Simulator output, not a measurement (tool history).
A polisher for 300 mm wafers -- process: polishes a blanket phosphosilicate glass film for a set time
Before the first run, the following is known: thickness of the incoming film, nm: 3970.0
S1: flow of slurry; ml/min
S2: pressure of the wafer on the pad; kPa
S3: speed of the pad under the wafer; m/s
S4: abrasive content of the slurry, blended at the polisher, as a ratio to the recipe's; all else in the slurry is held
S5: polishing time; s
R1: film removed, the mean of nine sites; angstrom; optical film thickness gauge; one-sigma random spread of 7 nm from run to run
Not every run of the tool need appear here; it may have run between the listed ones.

run 1 day=0 | S1=245 S2=19.3 S3=0.82 S4=1 S5=122 | R1=7046.5
run 2 day=0.233 | S1=275 S2=19.3 S3=0.82 S4=1 S5=122 | R1=7194
run 3 day=0.483 | S1=275 S2=19.3 S3=0.82 S4=1 S5=128 | R1=7415.4
run 4 day=0.671 | S1=275 S2=19.3 S3=0.82 S4=1 S5=122 | R1=7193
run 5 day=1.021 | S1=275 S2=18.6 S3=0.82 S4=1 S5=122 | R1=6855.3
run 6 day=1.133 | S1=275 S2=18.6 S3=0.82 S4=1.15 S5=122 | R1=7253.4
run 7 day=1.321 | S1=275 S2=17.9 S3=0.82 S4=1.15 S5=122 | R1=6995.3

What will run 8 give?
run 8 day=1.35 | S1=275 S2=13.8 S3=0.8 S4=1.15 S5=122 | R1=?

For run 8 the tool returned R1 5327.1 angstrom.
